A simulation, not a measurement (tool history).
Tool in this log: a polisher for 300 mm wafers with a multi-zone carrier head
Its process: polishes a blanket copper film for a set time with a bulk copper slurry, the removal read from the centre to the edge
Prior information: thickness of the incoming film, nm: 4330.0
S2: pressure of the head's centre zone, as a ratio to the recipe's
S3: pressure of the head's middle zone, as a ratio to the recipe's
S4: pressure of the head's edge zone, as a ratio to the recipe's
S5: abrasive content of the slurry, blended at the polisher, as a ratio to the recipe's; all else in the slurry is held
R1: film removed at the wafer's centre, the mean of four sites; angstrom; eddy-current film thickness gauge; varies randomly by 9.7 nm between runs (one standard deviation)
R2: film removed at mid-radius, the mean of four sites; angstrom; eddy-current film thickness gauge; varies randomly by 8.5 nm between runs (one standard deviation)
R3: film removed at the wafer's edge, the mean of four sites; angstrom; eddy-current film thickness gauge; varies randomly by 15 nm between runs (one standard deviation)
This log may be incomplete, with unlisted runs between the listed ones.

Run 1, hour 0: flow of slurry (ml/min) 290, S2 1, S3 1, S4 1, S5 1, polishing time (s) 84. Result: R1 9031.6 angstrom, R2 8873.8 angstrom, R3 8779.1 angstrom.
Run 2, hour 6.3: flow of slurry (ml/min) 290, S2 1, S3 1.01, S4 1.02, S5 1.05, polishing time (s) 86. Result: R1 9307.5 angstrom, R2 9358.3 angstrom, R3 9202.9 angstrom.
Run 3, hour 14.2: flow of slurry (ml/min) 290, S2 1, S3 1.01, S4 0.97, S5 1.05, polishing time (s) 86. Result: R1 9249.2 angstrom, R2 9362.6 angstrom, R3 8722.2 angstrom.
Run 4, hour 23.2: flow of slurry (ml/min) 290, S2 1, S3 1.01, S4 0.97, S5 1.05, polishing time (s) 79. Result: R1 8569.3 angstrom, R2 8622 angstrom, R3 8404.6 angstrom.
At hour 29.9: worn pad replaced by a new one.
Run 5, hour 29.9: flow of slurry (ml/min) 290, S2 1, S3 0.93, S4 0.97, S5 1.05, polishing time (s) 79. Result: R1 9063.5 angstrom, R2 8634.3 angstrom, R3 8936.9 angstrom.
Run 6, hour 32.1: flow of slurry (ml/min) 295, S2 0.99, S3 0.93, S4 0.96, S5 1.1, polishing time (s) 82. Result: R1 9506.8 angstrom, R2 9018.6 angstrom, R3 9117.9 angstrom.

Run 7, settings as shown, results not yet in. Your forecast:
Run 7, hour 41: flow of slurry (ml/min) 220, S2 0.99, S3 1.03, S4 1.06, S5 1.35, polishing time (s) 100. Result: R1 ?, R2 ?, R3 ?.

R1: 11611 angstrom
R2: 12141 angstrom
R3: 11985 angstrom
